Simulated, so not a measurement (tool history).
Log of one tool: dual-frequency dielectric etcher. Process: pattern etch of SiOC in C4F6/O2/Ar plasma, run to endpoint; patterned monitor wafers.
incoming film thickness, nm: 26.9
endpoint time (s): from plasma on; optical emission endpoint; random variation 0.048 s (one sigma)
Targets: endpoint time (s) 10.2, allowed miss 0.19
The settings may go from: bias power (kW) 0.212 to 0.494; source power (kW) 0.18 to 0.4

run,day,bias power (kW),source power (kW),endpoint time (s)
1,0,0.353,0.29,11.65
2,0.375,0.397,0.29,10.995
3,0.483,0.342,0.29,11.629
4,0.808,0.365,0.29,11.396
5,0.892,0.365,0.32,10.987
6,1.046,0.365,0.28,11.52
7,1.092,0.384,0.28,11.313
8,1.375,0.401,0.28,11.055
9,1.692,0.413,0.28,11.029
10,2.033,0.427,0.28,10.812
11,2.129,0.437,0.28,10.58
12,2.362,0.442,0.28,10.589
13,2.488,0.448,0.28,10.582
14,2.854,0.454,0.28,10.46
15,2.942,0.458,0.28,10.528
16,3.233,0.464,0.28,10.375
17,3.542,0.467,0.28,10.516

5 next moves are on the table. One of them brings every result within its allowed miss. Which?
A,3.85,0.38,0.36,?
B,3.85,0.44,0.28,?
C,3.85,0.465,0.25,?
D,3.85,0.447,0.25,?
E,3.85,0.435,0.26,?

move,endpoint time (s)
A,10.261
B,10.671
C,10.909
D,11.091
E,11.044
A: meets every target
B: further off than the last run
C: further off than the last run
D: further off than the last run
E: further off than the last run
Answer: A
